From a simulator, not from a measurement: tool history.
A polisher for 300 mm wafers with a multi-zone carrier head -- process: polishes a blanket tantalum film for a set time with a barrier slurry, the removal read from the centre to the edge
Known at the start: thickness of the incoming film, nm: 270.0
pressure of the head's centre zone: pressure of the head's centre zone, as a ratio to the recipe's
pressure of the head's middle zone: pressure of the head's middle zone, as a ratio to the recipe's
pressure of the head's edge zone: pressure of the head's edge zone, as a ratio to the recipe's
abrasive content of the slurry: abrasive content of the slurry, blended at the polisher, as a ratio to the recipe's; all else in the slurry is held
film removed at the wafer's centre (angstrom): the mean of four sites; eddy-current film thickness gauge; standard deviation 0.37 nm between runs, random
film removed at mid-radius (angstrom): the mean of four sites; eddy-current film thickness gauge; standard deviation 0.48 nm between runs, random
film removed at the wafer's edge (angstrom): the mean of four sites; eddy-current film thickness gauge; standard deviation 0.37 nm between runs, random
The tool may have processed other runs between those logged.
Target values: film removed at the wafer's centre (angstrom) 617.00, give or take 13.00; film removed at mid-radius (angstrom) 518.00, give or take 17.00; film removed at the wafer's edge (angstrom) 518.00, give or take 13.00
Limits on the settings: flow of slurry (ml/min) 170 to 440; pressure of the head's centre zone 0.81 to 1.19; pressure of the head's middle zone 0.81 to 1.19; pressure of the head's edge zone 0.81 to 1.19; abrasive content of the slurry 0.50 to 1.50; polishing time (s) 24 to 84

run  hour  flow of slurry (ml/min)  pressure of the head's centre zone  pressure of the head's middle zone  pressure of the head's edge zone  abrasive content of the slurry  polishing time (s)  film removed at the wafer's centre (angstrom)  film removed at mid-radius (angstrom)  film removed at the wafer's edge (angstrom)
  1   0.0                      280                                1.00                                1.00                              1.00                            1.00                  54                                         821.62                                 816.39                                       827.55
  2   2.5                      280                                0.95                                1.00                              1.00                            1.00                  54                                         783.06                                 826.23                                       819.89
  3   3.8                      280                                0.95                                1.00                              1.00                            0.90                  54                                         740.55                                 784.51                                       790.51
  4  10.3                      305                                1.01                                0.99                              0.95                            0.80                  50                                         702.69                                 696.53                                       683.67
  5  19.2                      315                                1.04                                0.96                              0.91                            0.70                  49                                         656.02                                 625.94                                       603.89
  6  24.2                      305                                1.05                                0.92                              0.88                            0.70                  49                                         658.03                                 584.22                                       596.52
  7  30.4                      310                                1.06                                0.91                              0.86                            0.65                  49                                         648.40                                 563.76                                       566.53
  8  35.1                      270                                1.06                                0.87                              0.81                            0.55                  49                                         558.79                                 476.76                                       480.42
  9  36.4                      295                                1.06                                0.87                              0.81                            0.55                  49                                         554.20                                 479.81                                       484.03
 10  44.1                      320                                1.08                                0.88                              0.82                            0.55                  49                                         572.24                                 489.32                                       486.24
 11  46.9                      320                                1.09                                0.89                              0.84                            0.55                  49                                         583.71                                 492.54                                       493.45
 12  52.4                      325                                1.10                                0.90                              0.86                            0.55                  49                                         589.63                                 489.62                                       502.44
 13  59.4                      390                                1.12                                0.96                              0.87                            0.60                  49                                         648.74                                 564.12                                       544.40
 14  63.3                      375                                1.11                                0.94                              0.86                            0.60                  49                                         643.71                                 551.74                                       540.16
 15  68.4                      310                                1.08                                0.89                              0.82                            0.55                  49                                         574.38                                 489.87                                       492.20
 16  72.6                      390                                1.10                                0.90                              0.83                            0.55                  49                                         589.03                                 500.03                                       494.45
 17  78.1                      390                                1.11                                0.91                              0.85                            0.55                  49                                         600.36                                 505.00                                       503.67

Pick the move, out of 5, that brings all results within their allowed miss; only one does.
  A  83.6                      400                                1.05                                0.89                              1.00                            0.55                  50                                              ?                                      ?                                            ?
  B  83.6                      405                                1.17                                0.84                              0.87                            0.60                  46                                              ?                                      ?                                            ?
  C  83.6                      370                                1.12                                0.85                              0.88                            0.55                  48                                              ?                                      ?                                            ?
  D  83.6                      310                                1.13                                0.93                              0.88                            0.60                  47                                              ?                                      ?                                            ?
  E  83.6                      380                                1.07                                0.90                              0.81                            0.50                  54                                              ?                                      ?                                            ?

move  film removed at the wafer's centre (angstrom)  film removed at mid-radius (angstrom)  film removed at the wafer's edge (angstrom)
   A                                         580.76                                 517.25                                       554.27
   B                                         639.98                                 493.16                                       513.50
   C                                         590.81                                 479.61                                       499.01
   D                                         615.67                                 524.42                                       517.52
   E                                         581.56                                 512.02                                       494.95
A: the biggest miss grows against the last run
B: pushes the last run's worst result past its target
C: the biggest miss grows against the last run
D: in spec on every target
E: the biggest miss grows against the last run
The right move is D.

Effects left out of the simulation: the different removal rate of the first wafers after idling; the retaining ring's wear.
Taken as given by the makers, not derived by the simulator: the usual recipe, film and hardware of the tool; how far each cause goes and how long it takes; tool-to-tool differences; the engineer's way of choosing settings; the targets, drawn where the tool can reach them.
